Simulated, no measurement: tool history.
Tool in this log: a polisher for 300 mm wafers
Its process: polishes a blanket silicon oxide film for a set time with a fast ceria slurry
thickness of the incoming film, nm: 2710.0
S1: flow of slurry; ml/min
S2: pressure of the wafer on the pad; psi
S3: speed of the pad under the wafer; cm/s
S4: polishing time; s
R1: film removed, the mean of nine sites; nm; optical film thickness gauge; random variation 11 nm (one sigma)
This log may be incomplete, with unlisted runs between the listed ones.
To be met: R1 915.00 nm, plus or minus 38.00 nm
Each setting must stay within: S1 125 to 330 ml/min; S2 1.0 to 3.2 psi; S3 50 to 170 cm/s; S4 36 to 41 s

run,day,S1,S2,S3,S4,R1
1,0.000,210,2.1,110,41,538.83
2,0.029,210,2.1,98,41,477.44
3,0.400,210,2.1,114,41,545.76
4,0.717,210,2.4,114,41,610.12
5,0.829,210,2.1,114,41,550.18
6,0.888,210,2.3,114,41,593.53
7,1.000,210,2.5,116,41,656.36
8,1.196,215,3.1,120,41,837.74
9,1.471,215,3.1,122,41,852.54
10,1.738,215,3.1,122,41,855.47

Exactly one of the 4 candidate moves below puts every result within its allowed miss. Which one?
A,2.004,210,3.2,126,41,?
B,2.004,240,2.8,140,36,?
C,2.004,210,3.0,128,36,?
D,2.004,235,3.2,114,40,?

move,R1
A,897.27
B,774.13
C,750.23
D,811.49
A: in spec on every target
B: lands further from the targets than the last run did
C: lands further from the targets than the last run did
D: lands further from the targets than the last run did
Answer: A

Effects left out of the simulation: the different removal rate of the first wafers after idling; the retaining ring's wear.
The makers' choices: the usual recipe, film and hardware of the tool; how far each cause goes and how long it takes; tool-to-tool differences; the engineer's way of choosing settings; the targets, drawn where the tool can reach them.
